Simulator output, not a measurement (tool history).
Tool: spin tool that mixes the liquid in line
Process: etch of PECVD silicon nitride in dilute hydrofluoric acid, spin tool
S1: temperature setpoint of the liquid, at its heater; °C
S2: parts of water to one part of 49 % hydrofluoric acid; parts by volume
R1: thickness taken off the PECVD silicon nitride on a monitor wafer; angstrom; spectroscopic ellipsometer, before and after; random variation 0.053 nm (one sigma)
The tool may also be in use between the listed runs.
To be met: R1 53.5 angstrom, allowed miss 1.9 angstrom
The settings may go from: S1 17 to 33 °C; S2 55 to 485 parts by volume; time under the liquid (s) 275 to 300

Run 1, hour 0: S1 25 °C, S2 270 parts by volume, time under the liquid (s) 275. Result: R1 31.013 angstrom.
Run 2, hour 8.5: S1 27 °C, S2 265 parts by volume, time under the liquid (s) 275. Result: R1 35.782 angstrom.
Run 3, hour 14: S1 27 °C, S2 345 parts by volume, time under the liquid (s) 275. Result: R1 27.508 angstrom.
Run 4, hour 16.8: S1 24.5 °C, S2 345 parts by volume, time under the liquid (s) 275. Result: R1 23.489 angstrom.
Run 5, hour 23.8: S1 23 °C, S2 345 parts by volume, time under the liquid (s) 275. Result: R1 21.634 angstrom.
Run 6, hour 27.7: S1 25 °C, S2 345 parts by volume, time under the liquid (s) 275. Result: R1 24.552 angstrom.
Run 7, hour 34.6: S1 27 °C, S2 320 parts by volume, time under the liquid (s) 275. Result: R1 29.745 angstrom.
Run 8, hour 41: S1 28.5 °C, S2 300 parts by volume, time under the liquid (s) 275. Result: R1 34.899 angstrom.
Run 9, hour 41.6: S1 29.5 °C, S2 285 parts by volume, time under the liquid (s) 275. Result: R1 38.796 angstrom.
Run 10, hour 48.8: S1 30.5 °C, S2 275 parts by volume, time under the liquid (s) 275. Result: R1 43.046 angstrom.
Run 11, hour 51: S1 31 °C, S2 270 parts by volume, time under the liquid (s) 275. Result: R1 44.759 angstrom.
Run 12, hour 52.2: S1 31.5 °C, S2 265 parts by volume, time under the liquid (s) 275. Result: R1 46.575 angstrom.

Which of these 5 next moves meets every target?
Run A, hour 53.4: S1 31.5 °C, S2 295 parts by volume, time under the liquid (s) 275. Result: R1 ?.
Run B, hour 53.4: S1 30.5 °C, S2 255 parts by volume, time under the liquid (s) 295. Result: R1 ?.
Run C, hour 53.4: S1 30.5 °C, S2 235 parts by volume, time under the liquid (s) 275. Result: R1 ?.
Run D, hour 53.4: S1 28.5 °C, S2 180 parts by volume, time under the liquid (s) 275. Result: R1 ?.
Run E, hour 53.4: S1 30 °C, S2 230 parts by volume, time under the liquid (s) 300. Result: R1 ?.

move      R1
   A  41.595
   B  48.971
   C  49.648
   D   57.78
   E  53.762
A: further off than the last run
B: nearer than the last run, and not there yet
C: nearer than the last run, and not there yet
D: takes the result that was furthest off past its target
E: meets every target
Answer: E
